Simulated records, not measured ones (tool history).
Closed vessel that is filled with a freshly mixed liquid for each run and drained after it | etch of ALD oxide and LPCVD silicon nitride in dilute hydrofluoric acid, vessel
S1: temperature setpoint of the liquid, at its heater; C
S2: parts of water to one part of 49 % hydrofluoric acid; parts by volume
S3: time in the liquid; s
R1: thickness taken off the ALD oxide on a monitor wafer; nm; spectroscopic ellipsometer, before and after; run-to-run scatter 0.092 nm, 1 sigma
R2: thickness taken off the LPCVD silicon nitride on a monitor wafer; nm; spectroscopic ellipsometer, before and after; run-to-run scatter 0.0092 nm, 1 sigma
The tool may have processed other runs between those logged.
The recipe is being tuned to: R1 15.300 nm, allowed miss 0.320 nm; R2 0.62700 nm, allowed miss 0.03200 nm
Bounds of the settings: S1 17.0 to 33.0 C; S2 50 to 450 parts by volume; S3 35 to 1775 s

run	day	S1	S2	S3	R1	R2
1	0.000	25.0	250	905	56.202	2.08310
2	0.288	25.0	210	905	70.276	2.40760
3	0.462	25.0	210	1230	95.498	3.31870
4	0.575	25.0	210	1430	109.270	3.95750
5	0.817	25.0	210	1685	131.300	4.66570
6	1.154	23.5	280	1430	73.157	2.66070
7	1.538	23.0	330	1205	48.754	1.91790
8	1.779	19.0	430	770	19.388	0.71822
9	1.954	20.0	435	705	17.806	0.70042

Pick the move, out of 4, that brings all results within their allowed miss; only one does.
A	2.129	24.0	450	520	?	?
B	2.129	21.0	405	550	?	?
C	2.129	22.5	440	560	?	?
D	2.129	29.5	450	435	?	?

move	R1	R2
A	14.494	0.63370
B	16.028	0.62144
C	15.336	0.63877
D	14.363	0.72373
A: carries the result that was furthest off beyond its target, to the other side
B: better than the last run, though not everything is in spec
C: all results land within tolerance of their targets
D: carries the result that was furthest off beyond its target, to the other side
Correct choice: C, which meets every target

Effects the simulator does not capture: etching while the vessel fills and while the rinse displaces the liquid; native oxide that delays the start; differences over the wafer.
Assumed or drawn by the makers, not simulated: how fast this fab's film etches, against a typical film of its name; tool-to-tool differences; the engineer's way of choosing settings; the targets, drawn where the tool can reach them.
